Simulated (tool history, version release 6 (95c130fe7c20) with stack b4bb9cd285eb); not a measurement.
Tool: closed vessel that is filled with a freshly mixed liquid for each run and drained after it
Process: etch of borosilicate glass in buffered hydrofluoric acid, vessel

run	day	temperature setpoint of the liquid (C)	parts of 40 % ammonium fluoride to one part of 49 % hydrofluoric acid (parts by volume)	time in the liquid (s)	thickness taken off the borosilicate glass on a monitor wafer (nm)
1	0.000	20.0	20.5	100	54.644
2	0.254	17.0	20.5	100	46.443
3	0.529	17.0	20.5	105	48.759
4	0.875	17.0	20.5	100	47.432
5	1.088	17.0	21.5	100	44.517
6	1.162	20.0	21.5	100	52.682
7	1.246	19.0	22.0	100	49.350
8	1.462	18.5	22.5	100	47.341
9	1.583	18.0	23.0	100	45.174

Expected results for the next run?
10	1.842	17.5	23.0	100	?

For run 10 the tool returned thickness taken off the borosilicate glass on a monitor wafer (nm) 43.374.
